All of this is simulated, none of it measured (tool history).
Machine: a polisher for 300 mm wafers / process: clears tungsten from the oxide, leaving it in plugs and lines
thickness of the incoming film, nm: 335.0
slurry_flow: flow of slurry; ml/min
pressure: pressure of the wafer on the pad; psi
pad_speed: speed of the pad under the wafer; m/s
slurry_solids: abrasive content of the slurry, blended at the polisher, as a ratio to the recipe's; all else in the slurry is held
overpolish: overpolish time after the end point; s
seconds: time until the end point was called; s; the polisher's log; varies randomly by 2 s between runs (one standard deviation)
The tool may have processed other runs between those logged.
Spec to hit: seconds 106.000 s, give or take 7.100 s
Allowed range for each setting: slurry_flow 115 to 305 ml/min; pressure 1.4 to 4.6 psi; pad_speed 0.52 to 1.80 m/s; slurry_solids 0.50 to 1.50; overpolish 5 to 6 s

run  hour  slurry_flow  pressure  pad_speed  slurry_solids  overpolish  seconds
  1   0.0          195       3.0       1.16           1.00           6   67.723
  2   3.9          230       3.0       1.16           1.00           6   64.919
  3  10.9          230       2.5       1.16           1.00           6   72.574
  4  11.6          180       2.5       1.16           1.00           6   74.591
  5  14.0          180       2.5       1.06           1.00           6   83.135
  6  19.1          180       2.3       1.04           1.00           6   85.456
  7  27.8          180       2.1       1.02           1.00           6   92.516
  8  29.1          180       2.1       1.02           1.00           6   91.961
  9  30.3          180       2.0       1.00           1.00           6   98.670

Of the 5 settings listed for the next run, only one would bring every result within its allowed miss of target. Which one?
  A  31.5          140       2.0       1.20           1.05           6        ?
  B  31.5          115       2.0       1.24           0.95           6        ?
  C  31.5          150       1.9       1.26           0.90           5        ?
  D  31.5          160       1.4       0.94           1.00           6        ?
  E  31.5          195       2.4       0.78           1.05           5        ?

move  seconds
   A   81.861
   B   84.496
   C   82.766
   D  120.460
   E  106.370
A: lands further from the targets than the last run did
B: lands further from the targets than the last run did
C: lands further from the targets than the last run did
D: moves the result that the last run missed by most past its target, out the other side
E: all results land within tolerance of their targets
Go with E: it meets all targets.
